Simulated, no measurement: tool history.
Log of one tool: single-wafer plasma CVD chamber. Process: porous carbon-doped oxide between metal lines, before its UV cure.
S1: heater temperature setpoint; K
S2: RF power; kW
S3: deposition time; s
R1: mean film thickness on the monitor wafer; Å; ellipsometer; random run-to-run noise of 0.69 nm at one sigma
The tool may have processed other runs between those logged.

Run 1, day 0: S1 578.15 K, S2 0.64 kW, S3 39 s. Result: R1 2578.6 Å.
Run 2, day 0.271: S1 576.15 K, S2 0.645 kW, S3 39 s. Result: R1 2628.3 Å.
Run 3, day 0.383: S1 576.15 K, S2 0.595 kW, S3 39 s. Result: R1 2479.4 Å.
Run 4, day 0.567: S1 574.15 K, S2 0.605 kW, S3 39 s. Result: R1 2518.5 Å.
Run 5, day 0.712: S1 580.15 K, S2 0.605 kW, S3 39 s. Result: R1 2460.9 Å.
Run 6, day 0.742: S1 580.15 K, S2 0.535 kW, S3 39 s. Result: R1 2240.9 Å.
Run 7, day 1.1: S1 577.15 K, S2 0.555 kW, S3 39 s. Result: R1 2336.6 Å.

Estimate the outcome of run 8 from the log above:
Run 8, day 1.321: S1 575.15 K, S2 0.57 kW, S3 39 s. Result: R1 ?.

Run 8 gave R1 2409.1 Å.
